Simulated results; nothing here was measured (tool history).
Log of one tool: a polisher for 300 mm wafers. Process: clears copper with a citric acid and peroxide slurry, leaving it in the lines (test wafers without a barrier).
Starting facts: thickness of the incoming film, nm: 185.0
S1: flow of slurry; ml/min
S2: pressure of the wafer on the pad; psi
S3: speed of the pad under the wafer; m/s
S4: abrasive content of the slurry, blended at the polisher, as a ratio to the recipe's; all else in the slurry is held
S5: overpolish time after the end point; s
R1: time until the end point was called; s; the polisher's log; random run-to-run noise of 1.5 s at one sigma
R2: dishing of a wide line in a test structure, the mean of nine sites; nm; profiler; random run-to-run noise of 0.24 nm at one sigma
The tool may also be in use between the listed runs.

run 1 hour=0 | S1=175 S2=2 S3=1.06 S4=1 S5=23 | R1=110.93 R2=17.005
run 2 hour=1.5 | S1=175 S2=1.9 S3=1.06 S4=1 S5=21 | R1=115.58 R2=16.067
run 3 hour=8.2 | S1=175 S2=2.1 S3=1.06 S4=1 S5=21 | R1=107.4 R2=15.794
run 4 hour=15.7 | S1=175 S2=2 S3=1.04 S4=1 S5=19 | R1=112.52 R2=14.746
run 5 hour=23.9 | S1=175 S2=2 S3=1.04 S4=1.1 S5=19 | R1=107.44 R2=14.474
run 6 hour=30.6 | S1=175 S2=1.8 S3=1.04 S4=1.1 S5=18 | R1=117.2 R2=14.23
run 7 hour=31.1 | S1=170 S2=1.7 S3=1.04 S4=1.1 S5=16 | R1=122.63 R2=13.013
run 8 hour=37.6 | S1=170 S2=1.6 S3=1.04 S4=1.1 S5=15 | R1=130.68 R2=11.438
run 9 hour=40.1 | S1=165 S2=1.5 S3=1.04 S4=1.1 S5=15 | R1=136.37 R2=11.189
run 10 hour=44 | S1=160 S2=1.4 S3=1.04 S4=1.1 S5=15 | R1=143.65 R2=10.639
run 11 hour=52.1 | S1=155 S2=1.4 S3=1.04 S4=1.1 S5=15 | R1=141.81 R2=10.546

Expected results for the next run?
run 12 hour=57.8 | S1=155 S2=1.3 S3=1.04 S4=1.1 S5=15 | R1=? R2=?

R1: 152.02 s
R2: 10.252 nm
